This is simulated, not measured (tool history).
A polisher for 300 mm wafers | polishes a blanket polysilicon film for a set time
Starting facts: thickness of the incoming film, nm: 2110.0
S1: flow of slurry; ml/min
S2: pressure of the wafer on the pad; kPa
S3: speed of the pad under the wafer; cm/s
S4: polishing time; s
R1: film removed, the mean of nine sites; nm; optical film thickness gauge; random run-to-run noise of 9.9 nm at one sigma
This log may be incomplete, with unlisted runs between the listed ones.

| run | hour | S1 | S2 | S3 | S4 | R1 |
|---|---|---|---|---|---|---|
| 1 | 0.0 | 210 | 23.4 | 118 | 37 | 405.33 |
| 2 | 9.0 | 210 | 26.9 | 120 | 37 | 466.78 |
| 3 | 16.7 | 190 | 26.9 | 120 | 37 | 462.79 |
| 4 | 19.9 | 190 | 22.8 | 120 | 37 | 405.47 |
| 5 | 23.8 | 190 | 17.9 | 120 | 37 | 307.91 |
| 6 | 32.7 | 190 | 17.9 | 120 | 37 | 311.97 |
| 7 | 39.2 | 190 | 22.8 | 122 | 37 | 413.19 |

Estimate the outcome of run 8 from the log above:
| 8 | 40.6 | 190 | 25.5 | 122 | 37 | ? |

R1: 451.69 nm
